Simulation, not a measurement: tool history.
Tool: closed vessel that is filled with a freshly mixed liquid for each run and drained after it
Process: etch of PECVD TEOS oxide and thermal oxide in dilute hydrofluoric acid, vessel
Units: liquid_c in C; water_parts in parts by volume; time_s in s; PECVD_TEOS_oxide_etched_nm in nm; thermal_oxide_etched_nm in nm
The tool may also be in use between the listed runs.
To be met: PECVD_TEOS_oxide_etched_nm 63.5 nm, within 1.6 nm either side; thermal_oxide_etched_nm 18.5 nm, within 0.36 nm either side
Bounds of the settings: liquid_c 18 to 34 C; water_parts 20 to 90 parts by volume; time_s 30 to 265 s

run,hour,liquid_c,water_parts,time_s,PECVD_TEOS_oxide_etched_nm,thermal_oxide_etched_nm
1,0,26,50,135,55.39,16.053
2,4.3,22.5,50,135,47.948,13.87
3,8.4,20,50,135,43.249,12.573
4,13.3,22.5,50,135,48.577,13.859
5,15.9,24.5,50,135,52.452,15.185
6,22.5,24.5,30,135,89.182,26.014
7,23.4,23,30,135,83.369,24.346
8,32.7,21.5,30,135,78.85,22.817
9,37.6,20.5,30,135,75.02,21.91
10,42.8,20,30,135,73.663,21.491
11,51,18,35,135,57.867,16.783
12,52.7,18.5,35,135,59.47,17.093

Next run, 4 choices. One meets every target within its allowed miss, the rest don't. Which?
A,54.4,21.5,40,140,?,?
B,54.4,20,40,150,?,?
C,54.4,22,35,125,?,?
D,54.4,23.5,30,95,?,?

move,PECVD_TEOS_oxide_etched_nm,thermal_oxide_etched_nm
A,60.505,17.637
B,60.82,17.728
C,63.46,18.498
D,60.331,17.586
A: nearer than the last run, and not there yet
B: nearer than the last run, and not there yet
C: hits every target within its allowed miss
D: nearer than the last run, and not there yet
Go with C: it meets all targets.
